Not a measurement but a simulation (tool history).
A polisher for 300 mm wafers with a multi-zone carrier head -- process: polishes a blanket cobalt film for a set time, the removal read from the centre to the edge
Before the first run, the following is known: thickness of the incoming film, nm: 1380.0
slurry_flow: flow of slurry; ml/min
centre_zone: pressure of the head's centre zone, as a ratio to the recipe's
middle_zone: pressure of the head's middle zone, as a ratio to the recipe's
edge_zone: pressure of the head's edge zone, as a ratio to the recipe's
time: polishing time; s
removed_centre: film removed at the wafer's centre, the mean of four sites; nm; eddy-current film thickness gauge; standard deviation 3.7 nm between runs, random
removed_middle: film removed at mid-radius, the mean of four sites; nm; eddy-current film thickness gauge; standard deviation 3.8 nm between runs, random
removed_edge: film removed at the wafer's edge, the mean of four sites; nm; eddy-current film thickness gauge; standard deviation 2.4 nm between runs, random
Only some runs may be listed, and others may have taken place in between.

{"run": 1, "hour": 0.0, "slurry_flow": 235, "centre_zone": 1, "middle_zone": 1, "edge_zone": 1, "time": 57, "removed_centre": 406.73, "removed_middle": 420.25, "removed_edge": 390.9}
{"run": 2, "hour": 1.4, "slurry_flow": 255, "centre_zone": 1.02, "middle_zone": 1.02, "edge_zone": 1, "time": 57, "removed_centre": 420.52, "removed_middle": 440.63, "removed_edge": 399.81}
{"run": 3, "hour": 2.1, "slurry_flow": 305, "centre_zone": 1.02, "middle_zone": 1.02, "edge_zone": 1, "time": 57, "removed_centre": 436.82, "removed_middle": 440.23, "removed_edge": 405.1}
{"run": 4, "hour": 9.9, "slurry_flow": 305, "centre_zone": 1.02, "middle_zone": 1.02, "edge_zone": 1, "time": 65, "removed_centre": 491.64, "removed_middle": 497.37, "removed_edge": 458.95}
{"run": 5, "hour": 17.9, "slurry_flow": 305, "centre_zone": 1.02, "middle_zone": 1.02, "edge_zone": 1.08, "time": 65, "removed_centre": 494.14, "removed_middle": 505.47, "removed_edge": 473.49}
{"run": 6, "hour": 25.9, "slurry_flow": 305, "centre_zone": 1.02, "middle_zone": 1.02, "edge_zone": 1.02, "time": 65, "removed_centre": 492.78, "removed_middle": 502.59, "removed_edge": 460.98}
{"run": 7, "hour": 28.2, "slurry_flow": 290, "centre_zone": 1.02, "middle_zone": 1.02, "edge_zone": 0.97, "time": 64, "removed_centre": 483.15, "removed_middle": 498.95, "removed_edge": 441.43}
{"run": 8, "hour": 34.8, "slurry_flow": 275, "centre_zone": 1.02, "middle_zone": 1.01, "edge_zone": 0.94, "time": 64, "removed_centre": 473.93, "removed_middle": 485.21, "removed_edge": 432.3}
{"run": 9, "hour": 43.3, "slurry_flow": 275, "centre_zone": 1.02, "middle_zone": 1.01, "edge_zone": 0.94, "time": 64, "removed_centre": 476.36, "removed_middle": 487.19, "removed_edge": 438.5}
{"run": 10, "hour": 44.5, "slurry_flow": 265, "centre_zone": 1.03, "middle_zone": 1.01, "edge_zone": 0.91, "time": 63, "removed_centre": 473.21, "removed_middle": 474.06, "removed_edge": 420.22}

Estimate the outcome of run 11 from the log above:
{"run": 11, "hour": 49.7, "slurry_flow": 260, "centre_zone": 1.03, "middle_zone": 1.01, "edge_zone": 0.89, "time": 63, "removed_centre": "?", "removed_middle": "?", "removed_edge": "?"}

{"run 11": {"removed_centre": 468.4, "removed_middle": 476.17, "removed_edge": 415.44}}
